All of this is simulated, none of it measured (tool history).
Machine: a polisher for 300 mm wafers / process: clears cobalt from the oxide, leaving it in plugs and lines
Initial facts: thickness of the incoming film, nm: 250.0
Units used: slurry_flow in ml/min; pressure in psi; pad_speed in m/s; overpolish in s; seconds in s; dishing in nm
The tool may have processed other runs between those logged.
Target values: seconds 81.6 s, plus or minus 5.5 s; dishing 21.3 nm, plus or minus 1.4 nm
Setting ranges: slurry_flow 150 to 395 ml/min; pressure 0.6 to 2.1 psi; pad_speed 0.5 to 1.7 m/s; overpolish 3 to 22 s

| run | day | slurry_flow | pressure | pad_speed | overpolish | seconds | dishing |
|---|---|---|---|---|---|---|---|
| 1 | 0 | 250 | 1.3 | 1.1 | 11 | 61.764 | 30.838 |
| 2 | 0.238 | 250 | 1.3 | 1.32 | 11 | 50.81 | 34.055 |
| 3 | 0.317 | 250 | 1.2 | 1.32 | 11 | 52.604 | 32.824 |
| 4 | 0.525 | 250 | 1.2 | 1.22 | 11 | 59.745 | 31.149 |
| 5 | 0.712 | 250 | 1.2 | 1.22 | 15 | 60.002 | 38.378 |
| 6 | 1 | 250 | 1.1 | 1.22 | 14 | 63.835 | 34.389 |
| 7 | 1.062 | 250 | 1.1 | 1.22 | 13 | 64.446 | 33.43 |
| 8 | 1.267 | 250 | 1.1 | 1.22 | 12 | 63.768 | 31.585 |
| 9 | 1.496 | 250 | 1.1 | 1.22 | 11 | 64.117 | 29.396 |
| 10 | 1.654 | 250 | 0.9 | 1.22 | 9 | 75.235 | 22.888 |

Next run, 4 choices. One meets every target within its allowed miss, the rest don't. Which?
| A | 1.812 | 285 | 1 | 1.22 | 9 | ? | ? |
| B | 1.812 | 315 | 0.7 | 1.32 | 9 | ? | ? |
| C | 1.812 | 225 | 0.8 | 1.22 | 12 | ? | ? |
| D | 1.812 | 340 | 0.7 | 1.68 | 8 | ? | ? |

| move | seconds | dishing |
|---|---|---|
| A | 66.789 | 24.435 |
| B | 80.997 | 21.091 |
| C | 81.332 | 26.16 |
| D | 63.624 | 23.184 |
A: misses by more than the last run did
B: all results in spec
C: meets the target for the result that was furthest off, but another lies outside its allowed miss
D: misses by more than the last run did
Correct choice: B, which meets every target
